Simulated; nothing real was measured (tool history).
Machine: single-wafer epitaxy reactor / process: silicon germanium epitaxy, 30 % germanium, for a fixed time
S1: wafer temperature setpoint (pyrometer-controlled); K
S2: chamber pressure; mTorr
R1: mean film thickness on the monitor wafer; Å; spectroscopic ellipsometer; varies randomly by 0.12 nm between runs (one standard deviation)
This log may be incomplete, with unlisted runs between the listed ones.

run  hour      S1     S2      R1
  1   0.0  863.15  14600  441.98
  2   0.8  862.15  14600  432.55
  3   6.4  862.15  17000  466.50
  4   9.3  862.15  15100  440.05
  5  14.4  862.15  12600  403.16
  6  16.9  851.15  12600  321.96
  7  24.7  852.15  12600  328.85
  8  29.8  853.15  12600  336.21

Expected results for the next run?
  9  37.9  861.15  12700   ?

{"run 9": {"R1": 397.72}}
